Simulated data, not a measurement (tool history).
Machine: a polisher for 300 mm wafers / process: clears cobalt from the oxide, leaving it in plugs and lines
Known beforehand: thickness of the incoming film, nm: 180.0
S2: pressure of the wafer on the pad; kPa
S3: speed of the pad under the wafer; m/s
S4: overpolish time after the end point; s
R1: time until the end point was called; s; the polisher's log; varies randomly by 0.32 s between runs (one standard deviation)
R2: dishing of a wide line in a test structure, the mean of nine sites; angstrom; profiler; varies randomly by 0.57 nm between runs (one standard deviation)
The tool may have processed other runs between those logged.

Run 1, hour 0: flow of slurry (ml/min) 200, S2 14.5 kPa, S3 0.96 m/s, S4 18 s. Result: R1 46.128 s, R2 450.7 angstrom.
Run 2, hour 6.3: flow of slurry (ml/min) 180, S2 14.5 kPa, S3 0.96 m/s, S4 18 s. Result: R1 46.837 s, R2 446.07 angstrom.
Run 3, hour 10.8: flow of slurry (ml/min) 220, S2 14.5 kPa, S3 0.96 m/s, S4 18 s. Result: R1 45.105 s, R2 448.94 angstrom.
Run 4, hour 12.7: flow of slurry (ml/min) 240, S2 15.9 kPa, S3 0.96 m/s, S4 15 s. Result: R1 41.491 s, R2 425.15 angstrom.
Run 5, hour 18.4: flow of slurry (ml/min) 240, S2 18.6 kPa, S3 0.96 m/s, S4 15 s. Result: R1 36.416 s, R2 456.26 angstrom.
Run 6, hour 21.3: flow of slurry (ml/min) 240, S2 21.4 kPa, S3 0.96 m/s, S4 15 s. Result: R1 32.731 s, R2 500.01 angstrom.

What will run 7 give?
Run 7, hour 25.9: flow of slurry (ml/min) 255, S2 19.3 kPa, S3 1.08 m/s, S4 13 s. Result: R1 ?, R2 ?.

{"run 7": {"R1": 31.293, "R2": 471.36}}
